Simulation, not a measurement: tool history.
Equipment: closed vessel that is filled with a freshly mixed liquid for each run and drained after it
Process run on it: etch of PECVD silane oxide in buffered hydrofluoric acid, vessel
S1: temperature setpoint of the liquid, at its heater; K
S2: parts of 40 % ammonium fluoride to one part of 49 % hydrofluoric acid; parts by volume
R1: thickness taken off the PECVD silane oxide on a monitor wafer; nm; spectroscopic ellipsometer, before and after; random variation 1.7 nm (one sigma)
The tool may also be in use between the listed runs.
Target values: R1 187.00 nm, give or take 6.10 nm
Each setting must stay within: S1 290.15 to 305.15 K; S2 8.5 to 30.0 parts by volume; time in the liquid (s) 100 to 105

run 1 day=0.000 | S1=297.15 S2=23.5 time_in_the_liquid_(s)=100 | R1=214.72
run 2 day=0.200 | S1=297.15 S2=23.5 time_in_the_liquid_(s)=100 | R1=217.00
run 3 day=0.342 | S1=297.15 S2=17.0 time_in_the_liquid_(s)=100 | R1=283.32
run 4 day=0.588 | S1=297.15 S2=17.0 time_in_the_liquid_(s)=100 | R1=280.68
run 5 day=0.750 | S1=296.15 S2=17.0 time_in_the_liquid_(s)=100 | R1=270.35
run 6 day=1.121 | S1=295.65 S2=17.5 time_in_the_liquid_(s)=100 | R1=250.92
run 7 day=1.304 | S1=295.15 S2=17.5 time_in_the_liquid_(s)=100 | R1=242.53
run 8 day=1.529 | S1=294.65 S2=17.5 time_in_the_liquid_(s)=100 | R1=240.44
run 9 day=1.733 | S1=294.15 S2=17.5 time_in_the_liquid_(s)=100 | R1=232.85
run 10 day=1.917 | S1=293.65 S2=17.5 time_in_the_liquid_(s)=100 | R1=225.09
run 11 day=2.075 | S1=293.15 S2=17.5 time_in_the_liquid_(s)=100 | R1=220.40
run 12 day=2.200 | S1=292.65 S2=17.5 time_in_the_liquid_(s)=100 | R1=213.66
run 13 day=2.450 | S1=292.15 S2=17.5 time_in_the_liquid_(s)=100 | R1=209.07
run 14 day=2.588 | S1=291.15 S2=17.5 time_in_the_liquid_(s)=100 | R1=193.97

Of the 4 settings listed for the next run, only one would bring every result within its allowed miss of target. Which one?
run A day=2.725 | S1=290.15 S2=18.0 time_in_the_liquid_(s)=105 | R1=?
run B day=2.725 | S1=292.65 S2=23.5 time_in_the_liquid_(s)=105 | R1=?
run C day=2.725 | S1=296.65 S2=30.0 time_in_the_liquid_(s)=100 | R1=?
run D day=2.725 | S1=290.15 S2=19.5 time_in_the_liquid_(s)=105 | R1=?

move=A R1=185.95
move=B R1=172.78
move=C R1=173.79
move=D R1=171.81
A: hits every target within its allowed miss
B: takes the biggest miss from the last run beyond its target
C: takes the biggest miss from the last run beyond its target
D: takes the biggest miss from the last run beyond its target
A meets every target.

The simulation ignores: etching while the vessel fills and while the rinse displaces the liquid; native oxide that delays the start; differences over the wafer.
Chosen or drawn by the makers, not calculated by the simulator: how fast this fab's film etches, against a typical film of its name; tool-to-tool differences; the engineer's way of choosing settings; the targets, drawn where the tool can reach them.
